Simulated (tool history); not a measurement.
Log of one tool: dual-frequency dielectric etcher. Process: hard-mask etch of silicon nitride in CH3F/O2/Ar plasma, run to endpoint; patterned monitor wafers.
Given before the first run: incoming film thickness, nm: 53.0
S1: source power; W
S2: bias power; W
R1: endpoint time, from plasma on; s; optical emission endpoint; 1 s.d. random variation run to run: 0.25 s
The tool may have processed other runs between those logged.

| run | day | S1 | S2 | R1 |
|---|---|---|---|---|
| 1 | 0.000 | 300 | 91 | 81.628 |
| 2 | 0.062 | 340 | 91 | 79.478 |
| 3 | 0.112 | 370 | 91 | 77.482 |
| 4 | 0.308 | 340 | 91 | 79.446 |
| 5 | 0.350 | 350 | 92 | 78.152 |
| 6 | 0.462 | 360 | 93 | 78.008 |
| 7 | 0.729 | 370 | 95 | 76.478 |

Run 8 comes next. What will it give?
| 8 | 0.854 | 370 | 95 | ? |

Logged for run 8: R1 75.878 s.
